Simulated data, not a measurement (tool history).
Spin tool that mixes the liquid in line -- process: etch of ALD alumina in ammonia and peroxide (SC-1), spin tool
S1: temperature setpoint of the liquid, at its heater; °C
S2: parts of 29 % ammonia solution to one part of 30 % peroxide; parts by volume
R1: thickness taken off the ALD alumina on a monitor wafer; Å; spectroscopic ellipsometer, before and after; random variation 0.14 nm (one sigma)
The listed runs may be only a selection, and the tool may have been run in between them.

run 1 hour=0 | S1=59 S2=0.55 time_under_the_liquid_(s)=100 | R1=113.67
run 2 hour=8.2 | S1=59 S2=0.65 time_under_the_liquid_(s)=100 | R1=117.22
run 3 hour=9.2 | S1=59 S2=0.65 time_under_the_liquid_(s)=100 | R1=119.05
run 4 hour=13.4 | S1=59 S2=0.65 time_under_the_liquid_(s)=105 | R1=125.23
run 5 hour=14.8 | S1=59 S2=0.65 time_under_the_liquid_(s)=105 | R1=122.76
run 6 hour=18.2 | S1=54.5 S2=0.65 time_under_the_liquid_(s)=105 | R1=99.737
run 7 hour=21.4 | S1=62.5 S2=0.7 time_under_the_liquid_(s)=105 | R1=148
run 8 hour=25.3 | S1=63 S2=0.7 time_under_the_liquid_(s)=105 | R1=154.24
run 9 hour=29.2 | S1=63.5 S2=0.7 time_under_the_liquid_(s)=105 | R1=155.36
run 10 hour=35.8 | S1=64 S2=0.7 time_under_the_liquid_(s)=105 | R1=160.4
run 11 hour=44.1 | S1=64.5 S2=0.7 time_under_the_liquid_(s)=105 | R1=166.18
run 12 hour=52.9 | S1=65 S2=0.7 time_under_the_liquid_(s)=105 | R1=168.79

For run 13, what comes out?
run 13 hour=59.9 | S1=65 S2=0.7 time_under_the_liquid_(s)=105 | R1=?

R1: 169.31 Å
